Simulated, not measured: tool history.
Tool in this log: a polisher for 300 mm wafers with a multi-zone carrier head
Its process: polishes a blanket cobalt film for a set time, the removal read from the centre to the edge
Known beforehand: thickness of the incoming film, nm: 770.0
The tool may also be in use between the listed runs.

run  hour  flow of slurry (ml/min)  pressure of the head's centre zone  pressure of the head's middle zone  pressure of the head's edge zone  polishing time (s)  film removed at the wafer's centre (Å)  film removed at mid-radius (Å)  film removed at the wafer's edge (Å)
  1     0                      255                                   1                                   1                                 1                  50                                  1824.7                          1911.2                                1918.3
  2   1.6                      220                                   1                                   1                                 1                  50                                  1809.8                          1912.7                                1904.4
  3   6.1                      220                                0.98                                0.99                              0.98                  48                                  1710.4                          1805.5                                1810.6
  4   9.8                      220                                0.98                                0.99                              0.98                  40                                  1433.1                          1517.4                                1490.6
  5  17.2                      265                                0.98                                0.99                              0.98                  40                                  1444.6                          1522.7                                1530.8
       19  -- centre zone pressure recalibrated
  6    19                      260                                0.96                                0.98                              0.96                  40                                  1497.4                            1540                                1535.5
  7  25.2                      250                                0.96                                0.98                              0.97                  39                                  1444.9                          1506.1                                1485.2
  8  29.5                      250                                0.96                                0.98                              0.97                  39                                  1453.8                          1491.9                                1499.8

Forecast run 9:
  9  36.7                      245                                0.95                                0.99                              0.98                  38                                       ?                               ?                                     ?

{"run 9": {"film removed at the wafer's centre (Å)": 1391.1, "film removed at mid-radius (Å)": 1438.1, "film removed at the wafer's edge (Å)": 1454}}

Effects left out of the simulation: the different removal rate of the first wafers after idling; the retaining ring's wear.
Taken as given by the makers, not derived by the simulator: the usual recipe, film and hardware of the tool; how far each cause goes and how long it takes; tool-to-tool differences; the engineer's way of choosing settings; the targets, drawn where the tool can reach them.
